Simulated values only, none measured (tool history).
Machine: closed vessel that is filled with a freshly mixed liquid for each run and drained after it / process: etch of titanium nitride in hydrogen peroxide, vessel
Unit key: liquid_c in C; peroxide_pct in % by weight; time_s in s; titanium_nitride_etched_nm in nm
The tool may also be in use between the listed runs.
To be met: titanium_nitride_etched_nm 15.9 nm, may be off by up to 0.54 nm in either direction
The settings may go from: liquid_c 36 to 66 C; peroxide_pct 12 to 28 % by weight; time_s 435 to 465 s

run    day  liquid_c  peroxide_pct  time_s  titanium_nitride_etched_nm
  1      0        52            19     435                      28.303
  2  0.267        52          20.5     435                      28.972
  3  0.338      56.5          20.5     435                      39.903
  4  0.625      52.5          20.5     435                      29.243
  5  0.729      52.5          20.5     465                      31.902
  6  0.871      49.5          20.5     465                      25.433
  7  0.988      49.5          20.5     465                      25.306
  8  1.317      47.5          20.5     465                      22.388
  9  1.458        46          20.5     465                      19.531
 10  1.638        45          20.5     465                      17.966
 11  1.892      44.5          20.5     465                      17.792
 12   2.15        44          20.5     465                      17.163
 13  2.346      43.5          20.5     465                       16.46

Below are 4 possible settings for the next run. Only one of them brings all results inside the allowed miss of their targets. Which is it?
  A  2.542        43          22.5     460                           ?
  B  2.542        45          16.5     465                           ?
  C  2.542        44            20     460                           ?
  D  2.542      45.5          16.5     455                           ?

move  titanium_nitride_etched_nm
   A                      16.187
   B                      17.791
   C                      17.015
   D                      18.068
A: all results in spec
B: the biggest miss grows against the last run
C: the biggest miss grows against the last run
D: the biggest miss grows against the last run
The right move is A.

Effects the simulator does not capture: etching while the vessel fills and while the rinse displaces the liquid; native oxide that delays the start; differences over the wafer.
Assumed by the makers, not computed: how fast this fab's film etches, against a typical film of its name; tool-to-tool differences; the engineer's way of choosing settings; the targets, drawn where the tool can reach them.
